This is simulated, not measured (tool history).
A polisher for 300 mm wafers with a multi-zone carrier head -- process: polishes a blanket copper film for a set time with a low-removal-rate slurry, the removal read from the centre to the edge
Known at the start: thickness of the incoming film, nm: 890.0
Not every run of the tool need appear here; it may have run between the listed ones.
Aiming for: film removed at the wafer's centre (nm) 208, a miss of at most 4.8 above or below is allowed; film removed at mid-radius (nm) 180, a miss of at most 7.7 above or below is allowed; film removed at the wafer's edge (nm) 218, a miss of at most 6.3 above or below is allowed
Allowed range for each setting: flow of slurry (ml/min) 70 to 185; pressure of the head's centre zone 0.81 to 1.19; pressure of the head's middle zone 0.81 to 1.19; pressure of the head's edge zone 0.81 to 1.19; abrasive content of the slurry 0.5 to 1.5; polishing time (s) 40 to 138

run  hour  flow of slurry (ml/min)  pressure of the head's centre zone  pressure of the head's middle zone  pressure of the head's edge zone  abrasive content of the slurry  polishing time (s)  film removed at the wafer's centre (nm)  film removed at mid-radius (nm)  film removed at the wafer's edge (nm)
  1     0                      120                                   1                                   1                                 1                               1                  88                                   226.94                           234.32                                 232.84
  2   4.8                      120                                   1                                1.08                                 1                               1                  88                                   224.59                           249.78                                 229.98
  3   6.3                      115                                   1                                1.05                                 1                               1                  88                                   222.13                           236.33                                 227.33
  4   7.8                      110                                   1                                1.03                              1.01                               1                  88                                   222.16                           232.56                                 232.51
  5  13.6                      110                                   1                                1.03                              1.01                            1.15                  88                                   227.65                           241.98                                 237.77
  6  16.6                      105                                   1                                1.01                                 1                            1.15                  88                                   225.41                           235.59                                 235.84
  7  20.4                       75                                1.02                                0.91                              0.96                            0.95                  87                                   189.63                           181.59                                 202.24
  8  26.1                       75                                1.02                                 0.9                              0.97                            0.95                  87                                    190.1                           177.01                                 202.12
  9  29.4                       80                                1.02                                 0.9                              0.98                            0.95                  87                                   194.79                           180.85                                 209.48
 10  30.8                       90                                1.03                                0.88                              0.98                            0.95                  87                                   207.64                           188.82                                 214.17

Which single option among these 4 for the next run brings every result within its allowed miss of target? Just one does.
  A  32.2                       75                                1.01                                0.81                              1.07                             0.8                 101                                        ?                                ?                                      ?
  B  32.2                       75                                1.08                                0.87                              1.07                            1.25                  83                                        ?                                ?                                      ?
  C  32.2                       80                                1.09                                0.82                                 1                            0.85                  93                                        ?                                ?                                      ?
  D  32.2                       70                                1.02                                0.81                              1.07                            1.15                  94                                        ?                                ?                                      ?

move  film removed at the wafer's centre (nm)  film removed at mid-radius (nm)  film removed at the wafer's edge (nm)
   A                                   207.35                           186.19                                 233.03
   B                                   206.91                              184                                  217.1
   C                                   215.97                           180.57                                 216.06
   D                                    209.1                           186.83                                  236.3
A: the furthest-off result lands on target, but another misses its tolerance
B: in spec on every target
C: the furthest-off result lands on target, but another misses its tolerance
D: the furthest-off result lands on target, but another misses its tolerance
So the answer is move B, the one that meets all the targets.

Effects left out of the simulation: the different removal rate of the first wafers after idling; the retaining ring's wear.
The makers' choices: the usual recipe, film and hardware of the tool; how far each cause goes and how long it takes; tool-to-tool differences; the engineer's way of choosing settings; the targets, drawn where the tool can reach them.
